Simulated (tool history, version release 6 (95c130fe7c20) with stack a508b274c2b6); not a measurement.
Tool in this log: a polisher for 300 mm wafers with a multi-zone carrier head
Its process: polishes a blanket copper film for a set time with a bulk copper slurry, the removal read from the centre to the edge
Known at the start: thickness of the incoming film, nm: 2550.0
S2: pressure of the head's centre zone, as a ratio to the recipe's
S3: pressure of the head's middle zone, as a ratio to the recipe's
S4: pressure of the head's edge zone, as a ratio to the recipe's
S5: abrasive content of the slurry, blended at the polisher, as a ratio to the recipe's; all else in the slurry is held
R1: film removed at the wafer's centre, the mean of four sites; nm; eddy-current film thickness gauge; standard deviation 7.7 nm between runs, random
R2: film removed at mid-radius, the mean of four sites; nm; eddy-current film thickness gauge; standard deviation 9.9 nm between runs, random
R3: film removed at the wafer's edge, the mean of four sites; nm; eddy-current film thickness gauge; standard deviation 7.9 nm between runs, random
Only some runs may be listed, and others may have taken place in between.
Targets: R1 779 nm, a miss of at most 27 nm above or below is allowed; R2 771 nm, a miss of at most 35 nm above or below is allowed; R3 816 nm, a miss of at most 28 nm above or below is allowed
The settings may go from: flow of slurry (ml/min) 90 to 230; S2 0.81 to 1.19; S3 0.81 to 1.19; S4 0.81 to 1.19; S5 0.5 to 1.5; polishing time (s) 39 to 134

run 1 hour=0 | flow_of_slurry_(ml/min)=150 S2=1 S3=1 S4=1 S5=1 polishing_time_(s)=86 | R1=578.02 R2=577.47 R3=576.98
run 2 hour=1.9 | flow_of_slurry_(ml/min)=155 S2=1 S3=1 S4=1.03 S5=1.1 polishing_time_(s)=88 | R1=602.04 R2=623.62 R3=618.91
run 3 hour=6.1 | flow_of_slurry_(ml/min)=160 S2=1.02 S3=0.99 S4=1.06 S5=1.2 polishing_time_(s)=89 | R1=674.91 R2=643.12 R3=654
run 4 hour=7.9 | flow_of_slurry_(ml/min)=165 S2=1.01 S3=0.99 S4=1.08 S5=1.25 polishing_time_(s)=90 | R1=684.36 R2=653.96 R3=671.94
run 5 hour=14 | flow_of_slurry_(ml/min)=165 S2=1 S3=0.99 S4=1.1 S5=1.3 polishing_time_(s)=92 | R1=689.16 R2=678.85 R3=704.44
run 6 hour=20.4 | flow_of_slurry_(ml/min)=165 S2=1.06 S3=0.99 S4=1.1 S5=1.3 polishing_time_(s)=92 | R1=732.43 R2=678.46 R3=696.71
run 7 hour=22.4 | flow_of_slurry_(ml/min)=170 S2=1.04 S3=0.99 S4=1.12 S5=1.35 polishing_time_(s)=93 | R1=728.09 R2=681.82 R3=729.83
run 8 hour=29.3 | flow_of_slurry_(ml/min)=175 S2=1.04 S3=1 S4=1.13 S5=1.4 polishing_time_(s)=94 | R1=757.66 R2=722.27 R3=735.84
run 9 hour=38.2 | flow_of_slurry_(ml/min)=175 S2=1.03 S3=1 S4=1.14 S5=1.4 polishing_time_(s)=95 | R1=756.01 R2=727.53 R3=765.41
run 10 hour=42.1 | flow_of_slurry_(ml/min)=180 S2=1.03 S3=1 S4=1.15 S5=1.4 polishing_time_(s)=95 | R1=764.72 R2=741.16 R3=756.32
run 11 hour=50.4 | flow_of_slurry_(ml/min)=180 S2=1.02 S3=1 S4=1.16 S5=1.4 polishing_time_(s)=96 | R1=760.81 R2=748.64 R3=785.4
run 12 hour=58.2 | flow_of_slurry_(ml/min)=180 S2=1.02 S3=1 S4=1.17 S5=1.4 polishing_time_(s)=96 | R1=752.58 R2=744.88 R3=777.2

Below are 4 possible settings for the next run. Only one of them brings all results inside the allowed miss of their targets. Which is it?
run A hour=66 | flow_of_slurry_(ml/min)=170 S2=1.01 S3=1 S4=1.15 S5=1.15 polishing_time_(s)=100 | R1=? R2=? R3=?
run B hour=66 | flow_of_slurry_(ml/min)=170 S2=1 S3=0.97 S4=1.16 S5=1.35 polishing_time_(s)=103 | R1=? R2=? R3=?
run C hour=66 | flow_of_slurry_(ml/min)=170 S2=0.91 S3=0.98 S4=1.19 S5=1.35 polishing_time_(s)=103 | R1=? R2=? R3=?
run D hour=66 | flow_of_slurry_(ml/min)=165 S2=1 S3=1.07 S4=1.15 S5=1.3 polishing_time_(s)=96 | R1=? R2=? R3=?

move=A R1=742.3 R2=715.86 R3=757
move=B R1=794.52 R2=754.52 R3=821.53
move=C R1=722.51 R2=761.4 R3=829.28
move=D R1=728.22 R2=751.47 R3=750.68
A: misses by more than the last run did
B: every result lands within tolerance
C: corrects the largest miss of the last run, while another result sits out of spec
D: misses by more than the last run did
Move B is the one to make.

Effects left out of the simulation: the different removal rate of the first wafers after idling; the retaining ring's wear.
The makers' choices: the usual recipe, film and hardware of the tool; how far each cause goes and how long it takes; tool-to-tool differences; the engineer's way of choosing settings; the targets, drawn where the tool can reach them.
